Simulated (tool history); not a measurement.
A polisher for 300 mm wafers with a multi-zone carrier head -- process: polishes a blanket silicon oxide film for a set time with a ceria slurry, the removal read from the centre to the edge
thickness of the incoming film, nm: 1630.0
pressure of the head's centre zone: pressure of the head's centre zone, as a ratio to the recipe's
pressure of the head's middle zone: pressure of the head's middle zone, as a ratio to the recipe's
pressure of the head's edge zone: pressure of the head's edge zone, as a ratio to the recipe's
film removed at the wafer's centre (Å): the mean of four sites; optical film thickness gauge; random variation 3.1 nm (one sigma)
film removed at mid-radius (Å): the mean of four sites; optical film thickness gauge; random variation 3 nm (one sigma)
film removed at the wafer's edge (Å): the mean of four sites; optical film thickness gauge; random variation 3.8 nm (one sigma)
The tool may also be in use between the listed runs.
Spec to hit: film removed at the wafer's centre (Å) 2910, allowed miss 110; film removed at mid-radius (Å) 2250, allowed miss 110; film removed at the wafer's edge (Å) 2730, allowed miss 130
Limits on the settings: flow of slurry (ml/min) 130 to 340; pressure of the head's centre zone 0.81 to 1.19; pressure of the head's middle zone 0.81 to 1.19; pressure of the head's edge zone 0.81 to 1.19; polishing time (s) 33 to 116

run	hour	flow of slurry (ml/min)	pressure of the head's centre zone	pressure of the head's middle zone	pressure of the head's edge zone	polishing time (s)	film removed at the wafer's centre (Å)	film removed at mid-radius (Å)	film removed at the wafer's edge (Å)
1	0	220	1	1	1	74	3830	3804.1	3764
2	2.7	220	1	0.93	1	74	3830.2	3613.2	3893.1
3	10.3	220	1	0.93	1	67	3540	3281.6	3551.3
4	14.1	220	1	0.93	1	51	2688.6	2463.5	2658.8
5	18	170	1	0.93	1	51	2520.7	2389.2	2601.8
6	21.3	210	1	0.93	1	51	2653.3	2433.9	2644
7	29.8	215	1.01	0.92	1	51	2684.5	2432.4	2707
8	32.3	220	1.02	0.91	0.99	51	2738.8	2497.8	2640.4
9	38.5	225	1.03	0.89	1.01	50	2673.6	2393.5	2617
10	44.7	235	1.05	0.88	1.04	50	2777.7	2338.4	2633
11	45.8	235	1.05	0.87	1.05	50	2754	2301.3	2644.2
12	52.2	240	1.05	0.86	1.06	50	2764.6	2323.5	2706

Exactly one of the 5 candidate moves below puts every result within its allowed miss. Which one?
A	58.6	190	1.07	0.97	1.11	49	?	?	?
B	58.6	235	1.01	0.83	1.07	50	?	?	?
C	58.6	180	1.08	0.82	1.02	53	?	?	?
D	58.6	250	1.06	0.88	1.04	54	?	?	?
E	58.6	180	1.11	0.92	1.09	48	?	?	?

move	film removed at the wafer's centre (Å)	film removed at mid-radius (Å)	film removed at the wafer's edge (Å)
A	2684.1	2375.5	2636.5
B	2676.2	2200.8	2711.4
C	2896.2	2214.4	2723.3
D	3062.5	2513.5	2903.8
E	2698.3	2204.6	2543.4
A: further off than the last run
B: further off than the last run
C: all results in spec
D: takes the result that was furthest off past its target
E: further off than the last run
Answer: C

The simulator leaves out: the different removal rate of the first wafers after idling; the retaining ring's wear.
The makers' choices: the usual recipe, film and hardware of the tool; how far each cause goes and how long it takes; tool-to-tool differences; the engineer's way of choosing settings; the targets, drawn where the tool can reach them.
